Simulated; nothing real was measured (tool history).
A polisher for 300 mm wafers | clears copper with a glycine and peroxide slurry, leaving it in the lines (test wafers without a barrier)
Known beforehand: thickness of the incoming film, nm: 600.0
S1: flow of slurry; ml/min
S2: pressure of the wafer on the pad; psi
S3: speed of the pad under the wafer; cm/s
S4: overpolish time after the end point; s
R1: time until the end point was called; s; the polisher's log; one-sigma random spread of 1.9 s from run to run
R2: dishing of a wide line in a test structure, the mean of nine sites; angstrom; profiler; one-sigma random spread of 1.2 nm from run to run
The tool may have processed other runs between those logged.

Run 1, hour 0: S1 120 ml/min, S2 2.5 psi, S3 128 cm/s, S4 13 s. Result: R1 98.326 s, R2 466.01 angstrom.
Run 2, hour 5.2: S1 120 ml/min, S2 2.5 psi, S3 128 cm/s, S4 15 s. Result: R1 97.35 s, R2 516.28 angstrom.
Run 3, hour 9.6: S1 120 ml/min, S2 2.2 psi, S3 128 cm/s, S4 15 s. Result: R1 106.65 s, R2 480.03 angstrom.
Run 4, hour 18: S1 120 ml/min, S2 2.2 psi, S3 128 cm/s, S4 17 s. Result: R1 108.85 s, R2 528.76 angstrom.
Run 5, hour 21.2: S1 120 ml/min, S2 1.7 psi, S3 128 cm/s, S4 17 s. Result: R1 130.21 s, R2 449.36 angstrom.
Run 6, hour 27.2: S1 120 ml/min, S2 2.2 psi, S3 128 cm/s, S4 17 s. Result: R1 106.36 s, R2 521.62 angstrom.

Run 7 is up next; what results do you expect?
Run 7, hour 32.1: S1 120 ml/min, S2 2.2 psi, S3 128 cm/s, S4 18 s. Result: R1 ?, R2 ?.

Run 7 produced R1 105.09 s, R2 541.64 angstrom.
